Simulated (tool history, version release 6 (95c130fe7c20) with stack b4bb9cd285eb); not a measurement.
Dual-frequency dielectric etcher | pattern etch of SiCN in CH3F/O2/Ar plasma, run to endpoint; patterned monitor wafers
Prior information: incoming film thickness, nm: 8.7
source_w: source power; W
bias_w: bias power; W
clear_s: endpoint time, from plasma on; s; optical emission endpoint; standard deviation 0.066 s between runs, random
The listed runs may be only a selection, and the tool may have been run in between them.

{"run": 1, "hour": 0.0, "source_w": 510, "bias_w": 61, "clear_s": 22.74}
{"run": 2, "hour": 4.3, "source_w": 550, "bias_w": 63, "clear_s": 21.593}
{"run": 3, "hour": 9.3, "source_w": 580, "bias_w": 64, "clear_s": 21.168}
{"run": 4, "hour": 13.7, "source_w": 520, "bias_w": 64, "clear_s": 22.137}
{"run": 5, "hour": 15.1, "source_w": 430, "bias_w": 64, "clear_s": 24.25}
{"run": 6, "hour": 21.9, "source_w": 430, "bias_w": 73, "clear_s": 23.347}
{"run": 7, "hour": 30.2, "source_w": 480, "bias_w": 75, "clear_s": 21.759}
{"run": 8, "hour": 34.2, "source_w": 580, "bias_w": 78, "clear_s": 19.724}

Predict the results of run 9:
{"run": 9, "hour": 36.9, "source_w": 590, "bias_w": 78, "clear_s": "?"}

For run 9 the tool returned clear_s 19.713 s.
